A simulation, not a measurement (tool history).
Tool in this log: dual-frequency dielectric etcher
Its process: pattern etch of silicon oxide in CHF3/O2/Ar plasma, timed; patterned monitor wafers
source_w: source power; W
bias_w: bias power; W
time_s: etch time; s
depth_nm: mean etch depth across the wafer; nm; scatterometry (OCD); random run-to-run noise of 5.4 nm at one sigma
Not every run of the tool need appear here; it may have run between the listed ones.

run,hour,source_w,bias_w,time_s,depth_nm
1,0.0,610,129,644.5,1287.0
2,8.1,670,129,644.5,1345.7
3,11.3,580,120,644.5,1224.8
4,15.7,520,116,644.5,1140.5
5,17.0,520,93,644.5,1070.0
6,19.2,590,93,644.5,1156.0

What does the tool deliver on the next run?
7,25.6,550,92,644.5,?

depth_nm: 1102.3 nm
